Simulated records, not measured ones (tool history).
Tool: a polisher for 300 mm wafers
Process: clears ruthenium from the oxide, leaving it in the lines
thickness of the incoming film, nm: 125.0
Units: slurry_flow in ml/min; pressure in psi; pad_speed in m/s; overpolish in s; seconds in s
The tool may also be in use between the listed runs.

{"run": 1, "hour": 0.0, "slurry_flow": 320, "pressure": 1.8, "pad_speed": 0.98, "overpolish": 25, "seconds": 167.39}
{"run": 2, "hour": 6.0, "slurry_flow": 320, "pressure": 1.6, "pad_speed": 0.98, "overpolish": 25, "seconds": 178.61}
{"run": 3, "hour": 8.0, "slurry_flow": 320, "pressure": 1.6, "pad_speed": 1.2, "overpolish": 25, "seconds": 151.06}
{"run": 4, "hour": 14.6, "slurry_flow": 320, "pressure": 1.6, "pad_speed": 1.3, "overpolish": 25, "seconds": 138.64}
{"run": 5, "hour": 15.8, "slurry_flow": 320, "pressure": 1.6, "pad_speed": 1.3, "overpolish": 25, "seconds": 137.16}
{"run": 6, "hour": 24.2, "slurry_flow": 320, "pressure": 1.6, "pad_speed": 1.16, "overpolish": 25, "seconds": 158.33}
{"run": 7, "hour": 30.0, "slurry_flow": 320, "pressure": 1.4, "pad_speed": 1.14, "overpolish": 25, "seconds": 173.67}
{"run": 8, "hour": 31.9, "slurry_flow": 320, "pressure": 1.2, "pad_speed": 1.1, "overpolish": 25, "seconds": 207.96}

Run 9 comes next. What will it give?
{"run": 9, "hour": 36.2, "slurry_flow": 320, "pressure": 1.1, "pad_speed": 1.1, "overpolish": 25, "seconds": "?"}

seconds: 225.21 s

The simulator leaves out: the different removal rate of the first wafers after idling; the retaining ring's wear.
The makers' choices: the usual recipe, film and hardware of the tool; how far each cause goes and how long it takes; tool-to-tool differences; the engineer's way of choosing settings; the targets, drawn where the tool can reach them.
